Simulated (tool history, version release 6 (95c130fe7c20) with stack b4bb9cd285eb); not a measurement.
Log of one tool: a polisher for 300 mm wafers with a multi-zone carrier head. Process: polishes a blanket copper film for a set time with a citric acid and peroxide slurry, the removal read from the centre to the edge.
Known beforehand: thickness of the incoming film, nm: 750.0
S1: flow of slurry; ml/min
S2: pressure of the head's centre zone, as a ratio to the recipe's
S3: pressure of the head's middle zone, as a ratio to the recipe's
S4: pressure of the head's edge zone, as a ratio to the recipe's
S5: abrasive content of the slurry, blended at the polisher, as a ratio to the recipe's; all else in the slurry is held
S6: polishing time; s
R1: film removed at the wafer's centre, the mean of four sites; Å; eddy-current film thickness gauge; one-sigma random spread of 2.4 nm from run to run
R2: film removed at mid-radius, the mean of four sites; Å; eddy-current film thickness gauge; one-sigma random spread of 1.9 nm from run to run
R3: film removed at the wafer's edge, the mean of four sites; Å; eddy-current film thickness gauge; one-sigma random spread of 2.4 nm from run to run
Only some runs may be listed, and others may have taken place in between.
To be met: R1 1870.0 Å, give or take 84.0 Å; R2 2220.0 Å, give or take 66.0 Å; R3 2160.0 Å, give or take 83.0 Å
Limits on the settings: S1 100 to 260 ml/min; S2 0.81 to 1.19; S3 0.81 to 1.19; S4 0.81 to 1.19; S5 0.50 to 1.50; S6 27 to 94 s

run,hour,S1,S2,S3,S4,S5,S6,R1,R2,R3
1,0.0,165,1.00,1.00,1.00,1.00,60,1407.9,1355.3,1462.5
2,4.8,165,1.08,1.00,1.00,1.00,60,1494.6,1345.2,1453.0
3,11.8,170,1.06,1.03,1.02,1.05,61,1471.0,1436.7,1491.0
4,19.3,150,1.06,1.03,1.02,1.05,61,1471.9,1389.0,1521.8
5,22.4,155,1.06,1.05,1.03,1.10,63,1543.3,1473.5,1616.7
6,29.0,165,1.05,1.07,1.03,1.15,64,1601.3,1597.8,1626.0
7,31.1,165,1.04,1.09,1.05,1.20,65,1608.1,1656.6,1710.3
# hour 35.9: edge zone pressure recalibrated
8,35.9,170,1.04,1.10,1.06,1.25,66,1673.5,1722.9,1727.1
9,37.9,170,1.03,1.11,1.07,1.30,67,1734.9,1776.6,1750.2
10,46.1,165,1.02,1.12,1.08,1.30,69,1716.2,1838.8,1830.2
11,49.8,165,1.01,1.13,1.09,1.30,70,1742.5,1885.9,1832.8

Consider the 4 candidate settings below. Which is the only one whose results all fall within their allowed miss of target?
A,53.5,170,1.06,1.16,1.09,1.40,80,?,?,?
B,53.5,185,1.02,1.15,1.06,1.35,72,?,?,?
C,53.5,120,1.00,0.97,1.11,1.50,67,?,?,?
D,53.5,155,0.93,1.16,1.14,1.20,84,?,?,?

move,R1,R2,R3
A,2155.5,2274.7,2160.4
B,1879.9,2043.8,1923.5
C,1581.3,1538.7,1759.6
D,1868.5,2256.4,2196.8
A: meets the target for the result that was furthest off, but another lies outside its allowed miss
B: nearer the targets than the last run, but a result is still out of spec
C: misses by more than the last run did
D: in spec on every target
The right move is D.

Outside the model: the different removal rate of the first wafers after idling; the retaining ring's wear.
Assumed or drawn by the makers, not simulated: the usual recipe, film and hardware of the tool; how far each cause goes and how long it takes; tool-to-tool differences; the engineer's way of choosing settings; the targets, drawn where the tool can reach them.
